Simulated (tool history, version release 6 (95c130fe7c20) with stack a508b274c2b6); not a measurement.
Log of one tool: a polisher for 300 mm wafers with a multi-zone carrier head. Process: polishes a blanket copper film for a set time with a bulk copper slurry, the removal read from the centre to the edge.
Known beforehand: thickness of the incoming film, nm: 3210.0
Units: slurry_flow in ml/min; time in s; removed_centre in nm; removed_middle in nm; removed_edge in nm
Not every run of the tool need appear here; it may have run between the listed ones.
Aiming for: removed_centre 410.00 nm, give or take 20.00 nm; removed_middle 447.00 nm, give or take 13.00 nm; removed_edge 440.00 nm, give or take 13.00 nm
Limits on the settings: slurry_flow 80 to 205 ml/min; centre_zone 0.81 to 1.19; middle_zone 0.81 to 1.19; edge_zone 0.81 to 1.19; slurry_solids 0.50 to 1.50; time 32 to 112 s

run 1 hour=0.0 | slurry_flow=135 centre_zone=1.00 middle_zone=1.00 edge_zone=1.00 slurry_solids=1.00 time=72 | removed_centre=663.56 removed_middle=623.39 removed_edge=624.59
run 2 hour=4.3 | slurry_flow=125 centre_zone=0.96 middle_zone=0.99 edge_zone=0.97 slurry_solids=0.85 time=69 | removed_centre=583.34 removed_middle=555.12 removed_edge=558.52
run 3 hour=12.6 | slurry_flow=125 centre_zone=0.96 middle_zone=0.99 edge_zone=0.97 slurry_solids=1.00 time=69 | removed_centre=601.72 removed_middle=585.21 removed_edge=585.24
run 4 hour=18.4 | slurry_flow=120 centre_zone=0.92 middle_zone=0.99 edge_zone=0.95 slurry_solids=0.90 time=67 | removed_centre=546.91 removed_middle=544.53 removed_edge=549.73
run 5 hour=25.3 | slurry_flow=120 centre_zone=0.95 middle_zone=0.99 edge_zone=0.95 slurry_solids=0.90 time=67 | removed_centre=551.57 removed_middle=545.22 removed_edge=544.31
run 6 hour=34.2 | slurry_flow=105 centre_zone=0.95 middle_zone=0.99 edge_zone=0.95 slurry_solids=0.90 time=67 | removed_centre=537.55 removed_middle=529.40 removed_edge=524.41
run 7 hour=35.2 | slurry_flow=80 centre_zone=0.85 middle_zone=0.95 edge_zone=0.87 slurry_solids=0.65 time=65 | removed_centre=400.54 removed_middle=420.40 removed_edge=435.60
run 8 hour=41.6 | slurry_flow=85 centre_zone=0.85 middle_zone=0.96 edge_zone=0.86 slurry_solids=0.65 time=65 | removed_centre=402.16 removed_middle=431.09 removed_edge=440.85
run 9 hour=42.3 | slurry_flow=85 centre_zone=0.85 middle_zone=0.96 edge_zone=0.86 slurry_solids=0.65 time=65 | removed_centre=403.99 removed_middle=431.69 removed_edge=435.83

5 next moves are on the table. One of them brings every result within its allowed miss. Which?
run A hour=43.0 | slurry_flow=85 centre_zone=0.90 middle_zone=0.93 edge_zone=0.85 slurry_solids=0.65 time=63 | removed_centre=? removed_middle=? removed_edge=?
run B hour=43.0 | slurry_flow=100 centre_zone=0.84 middle_zone=0.97 edge_zone=0.86 slurry_solids=0.55 time=67 | removed_centre=? removed_middle=? removed_edge=?
run C hour=43.0 | slurry_flow=95 centre_zone=0.86 middle_zone=0.88 edge_zone=0.91 slurry_solids=0.75 time=61 | removed_centre=? removed_middle=? removed_edge=?
run D hour=43.0 | slurry_flow=85 centre_zone=0.85 middle_zone=0.88 edge_zone=0.87 slurry_solids=0.60 time=66 | removed_centre=? removed_middle=? removed_edge=?
run E hour=43.0 | slurry_flow=80 centre_zone=0.95 middle_zone=0.98 edge_zone=0.88 slurry_solids=0.60 time=63 | removed_centre=? removed_middle=? removed_edge=?

move=A removed_centre=414.76 removed_middle=408.71 removed_edge=422.19
move=B removed_centre=412.98 removed_middle=448.84 removed_edge=443.13
move=C removed_centre=412.06 removed_middle=404.26 removed_edge=445.15
move=D removed_centre=401.47 removed_middle=400.34 removed_edge=437.14
move=E removed_centre=420.33 removed_middle=410.81 removed_edge=413.98
A: moves away from the targets compared with the last run
B: in spec on every target
C: moves away from the targets compared with the last run
D: moves away from the targets compared with the last run
E: moves away from the targets compared with the last run
The move that meets every target is B.
